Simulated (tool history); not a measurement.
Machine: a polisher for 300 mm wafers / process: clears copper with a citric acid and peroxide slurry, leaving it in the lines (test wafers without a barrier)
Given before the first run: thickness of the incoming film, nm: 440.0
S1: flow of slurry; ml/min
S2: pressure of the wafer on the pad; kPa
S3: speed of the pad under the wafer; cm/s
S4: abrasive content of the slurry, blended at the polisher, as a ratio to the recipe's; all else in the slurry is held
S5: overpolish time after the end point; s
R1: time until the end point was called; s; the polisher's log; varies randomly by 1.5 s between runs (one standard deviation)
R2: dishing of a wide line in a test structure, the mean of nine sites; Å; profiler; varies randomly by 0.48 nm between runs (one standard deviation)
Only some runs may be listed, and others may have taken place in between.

| run | day | S1 | S2 | S3 | S4 | S5 | R1 | R2 |
|---|---|---|---|---|---|---|---|---|
| 1 | 0.000 | 275 | 24.1 | 128 | 1.00 | 24 | 122.360 | 556.42 |
| 2 | 0.300 | 340 | 24.1 | 128 | 1.00 | 24 | 118.840 | 574.55 |
| 3 | 0.642 | 340 | 24.1 | 102 | 1.00 | 24 | 146.450 | 495.14 |
| 4 | 0.900 | 305 | 24.8 | 112 | 0.95 | 20 | 128.980 | 450.02 |
| 5 | 1.021 | 305 | 26.2 | 112 | 0.95 | 17 | 127.820 | 409.96 |
| 6 | 1.371 | 350 | 26.2 | 112 | 0.95 | 17 | 125.060 | 412.98 |
| 7 | 1.612 | 350 | 28.3 | 114 | 0.90 | 15 | 113.520 | 395.08 |
| 8 | 1.829 | 350 | 29.6 | 114 | 0.85 | 14 | 112.070 | 386.26 |
| 9 | 2.104 | 350 | 31.0 | 114 | 0.80 | 13 | 105.030 | 377.05 |
| 10 | 2.250 | 340 | 35.9 | 114 | 0.65 | 8 | 97.329 | 266.37 |
| 11 | 2.596 | 345 | 35.2 | 116 | 0.70 | 8 | 94.568 | 272.90 |
| 12 | 2.875 | 335 | 35.2 | 122 | 0.70 | 15 | 89.937 | 496.79 |
| 13 | 2.933 | 335 | 35.2 | 122 | 0.70 | 14 | 91.136 | 456.22 |

For run 14, what comes out?
| 14 | 3.283 | 335 | 35.2 | 122 | 0.70 | 13 | ? | ? |

{"run 14": {"R1": 89.541, "R2": 444.35}}

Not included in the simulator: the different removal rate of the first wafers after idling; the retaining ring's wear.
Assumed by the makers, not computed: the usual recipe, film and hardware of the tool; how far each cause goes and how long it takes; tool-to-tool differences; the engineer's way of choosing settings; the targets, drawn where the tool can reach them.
